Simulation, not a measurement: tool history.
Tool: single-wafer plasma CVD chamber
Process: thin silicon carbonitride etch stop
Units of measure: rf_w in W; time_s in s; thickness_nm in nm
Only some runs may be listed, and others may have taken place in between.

run  hour  rf_w  time_s  thickness_nm
  1   0.0   265    25.8        17.077
  2   0.5   265    29.3        19.282
  3   2.3   235    29.3        18.546
  4   5.1   270    29.3        19.349
  5   8.3   250    29.3        19.002
  6   9.8   250    31.3        20.140

Run 7 is up next; what results do you expect?
  7  15.2   260    31.8             ?

{"run 7": {"thickness_nm": 20.749}}
